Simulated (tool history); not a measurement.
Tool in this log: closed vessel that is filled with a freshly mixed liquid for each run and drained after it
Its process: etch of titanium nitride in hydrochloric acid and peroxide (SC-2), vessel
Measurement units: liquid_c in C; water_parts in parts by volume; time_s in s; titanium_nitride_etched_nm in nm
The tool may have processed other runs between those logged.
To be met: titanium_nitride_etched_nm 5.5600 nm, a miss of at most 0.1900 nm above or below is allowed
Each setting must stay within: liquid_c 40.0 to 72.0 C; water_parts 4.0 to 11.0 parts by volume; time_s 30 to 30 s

run	hour	liquid_c	water_parts	time_s	titanium_nitride_etched_nm
1	0.0	56.0	6.0	30	2.5573
2	8.6	63.0	6.0	30	4.0139
3	15.0	67.0	6.0	30	5.0852
4	16.8	71.0	6.0	30	6.5336
5	22.1	71.0	4.5	30	7.9804
6	24.1	71.0	4.5	30	7.9130
7	28.7	69.5	4.5	30	7.2198
8	30.3	68.5	4.5	30	6.8021
9	37.3	67.5	4.5	30	6.4973
10	41.4	67.0	4.5	30	6.3098
11	47.8	66.5	4.5	30	5.9500
# hour 55.7: thermometer replaced
12	55.7	66.0	4.5	30	5.3397

5 next moves are on the table. One of them brings every result within its allowed miss. Which?
A	63.6	68.0	5.0	30	?
B	63.6	64.0	4.0	30	?
C	63.6	68.5	6.0	30	?
D	63.6	67.0	4.0	30	?
E	63.6	66.5	4.0	30	?

move	titanium_nitride_etched_nm
A	5.5284
B	5.0627
C	4.9840
D	6.0742
E	5.8939
A: all results in spec
B: moves away from the targets compared with the last run
C: moves away from the targets compared with the last run
D: the result that was furthest off in the last run now lies on the other side of its target
E: the result that was furthest off in the last run now lies on the other side of its target
A meets every target.

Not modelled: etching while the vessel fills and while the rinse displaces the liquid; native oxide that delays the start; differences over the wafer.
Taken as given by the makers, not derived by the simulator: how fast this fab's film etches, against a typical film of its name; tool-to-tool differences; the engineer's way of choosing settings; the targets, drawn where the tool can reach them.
